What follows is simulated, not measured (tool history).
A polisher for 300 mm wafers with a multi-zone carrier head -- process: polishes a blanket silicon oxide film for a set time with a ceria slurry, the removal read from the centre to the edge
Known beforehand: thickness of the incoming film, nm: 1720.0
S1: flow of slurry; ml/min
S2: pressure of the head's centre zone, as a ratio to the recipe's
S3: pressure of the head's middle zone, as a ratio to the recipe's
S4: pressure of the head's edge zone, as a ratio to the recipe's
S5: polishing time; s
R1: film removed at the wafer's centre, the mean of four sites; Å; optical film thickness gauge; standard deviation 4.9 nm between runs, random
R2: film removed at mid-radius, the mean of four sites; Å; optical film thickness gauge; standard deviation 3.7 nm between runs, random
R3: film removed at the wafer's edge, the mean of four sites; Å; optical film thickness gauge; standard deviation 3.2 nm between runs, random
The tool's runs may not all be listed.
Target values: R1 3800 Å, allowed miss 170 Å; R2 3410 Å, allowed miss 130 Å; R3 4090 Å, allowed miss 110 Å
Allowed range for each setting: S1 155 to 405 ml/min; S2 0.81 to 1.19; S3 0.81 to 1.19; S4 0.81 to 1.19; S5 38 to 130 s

run,hour,S1,S2,S3,S4,S5,R1,R2,R3
1,0,260,1,1,1,84,4859.8,4901.6,4901.1
2,8.5,260,1.08,1,1,84,5291.1,4835.1,4850.9
3,10.6,260,1.08,0.96,1,84,5308.2,4734.9,4882.4
4,12.4,245,1.05,0.91,1.02,78,4763,4122.7,4548.4
5,18.2,295,1.05,0.91,1.02,78,4914.3,4159.9,4608.7
6,21.7,295,1.05,0.91,0.95,78,4852.2,4212.7,4473.8
7,27.8,285,1.01,0.88,0.96,75,4342.2,3883.7,4338.2
8,31.1,275,1,0.86,0.95,74,4365.5,3729.4,4197.7
9,33.8,265,0.96,0.84,0.95,74,4162.6,3723.9,4190.2
10,40.1,270,0.95,0.83,0.97,72,3981.9,3543.7,4127.1
11,43.8,270,0.94,0.82,0.98,72,3928.4,3508.4,4175

Below are 5 possible settings for the next run. Only one of them brings all results inside the allowed miss of their targets. Which is it?
A,47.5,285,1.01,0.81,0.97,70,?,?,?
B,47.5,170,1.02,0.83,0.96,78,?,?,?
C,47.5,285,0.84,0.81,1.01,74,?,?,?
D,47.5,225,0.94,0.82,1,71,?,?,?
E,47.5,230,0.93,0.86,0.95,72,?,?,?

move,R1,R2,R3
A,4230.1,3459.9,4070.8
B,4359.3,3634.6,4255.6
C,3713.4,3660.7,4387.9
D,3859.9,3440.8,4095.2
E,3887,3640.1,4059.9
A: the furthest-off result lands on target, but another misses its tolerance
B: misses by more than the last run did
C: misses by more than the last run did
D: in spec on every target
E: the furthest-off result lands on target, but another misses its tolerance
The move that meets every target is D.
